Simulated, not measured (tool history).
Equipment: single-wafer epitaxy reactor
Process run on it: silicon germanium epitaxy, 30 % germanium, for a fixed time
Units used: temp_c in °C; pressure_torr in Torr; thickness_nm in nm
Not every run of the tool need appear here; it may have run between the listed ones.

| run | hour | temp_c | pressure_torr | thickness_nm |
|---|---|---|---|---|
| 1 | 0 | 590 | 22.2 | 47.356 |
| 2 | 1 | 590 | 25.1 | 49.897 |
| 3 | 7 | 590 | 22.7 | 48.279 |
| 4 | 11 | 590 | 20.5 | 46.168 |
| 5 | 11.9 | 595 | 20.5 | 50.509 |
| 6 | 13.6 | 599 | 20.5 | 55.58 |
| 7 | 22.4 | 601 | 20.5 | 57.404 |
| 8 | 31.1 | 603 | 20.5 | 59.987 |

Run 9, settings as shown, results not yet in. Your forecast:
| 9 | 32 | 604 | 20.5 | ? |

Run 9 came out at thickness_nm 60.785 nm.
